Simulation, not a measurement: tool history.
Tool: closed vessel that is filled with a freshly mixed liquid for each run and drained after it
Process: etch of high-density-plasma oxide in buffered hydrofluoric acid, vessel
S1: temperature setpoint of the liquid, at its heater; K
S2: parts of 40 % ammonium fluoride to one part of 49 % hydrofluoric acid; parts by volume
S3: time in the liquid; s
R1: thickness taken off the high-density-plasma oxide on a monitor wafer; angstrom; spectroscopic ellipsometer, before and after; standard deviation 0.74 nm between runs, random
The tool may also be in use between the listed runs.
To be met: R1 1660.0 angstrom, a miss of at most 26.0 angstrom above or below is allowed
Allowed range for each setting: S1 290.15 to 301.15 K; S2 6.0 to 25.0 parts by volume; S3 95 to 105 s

run,hour,S1,S2,S3,R1
1,0.0,293.15,15.5,95,1188.7
2,8.7,294.15,15.5,95,1269.5
3,16.2,295.15,15.5,95,1333.6
4,19.5,295.15,19.0,95,1095.1
5,26.3,295.15,17.0,95,1223.4
6,28.3,295.15,17.0,105,1349.7
7,34.8,295.65,17.0,105,1393.0
8,42.4,296.15,17.0,105,1427.6

Exercise: of the 5 proposed moves below, exactly one satisfies all targets within the stated allowed misses. Which move is it?
A,50.0,296.65,14.5,95,?
B,50.0,298.65,16.0,100,?
C,50.0,298.15,15.5,95,?
D,50.0,295.15,18.0,95,?
E,50.0,298.65,17.0,100,?

move,R1
A,1551.3
B,1652.9
C,1576.8
D,1154.4
E,1557.2
A: gains on the last run, yet a result remains outside its allowed miss
B: every result lands within tolerance
C: gains on the last run, yet a result remains outside its allowed miss
D: further off than the last run
E: gains on the last run, yet a result remains outside its allowed miss
Correct choice: B, which meets every target
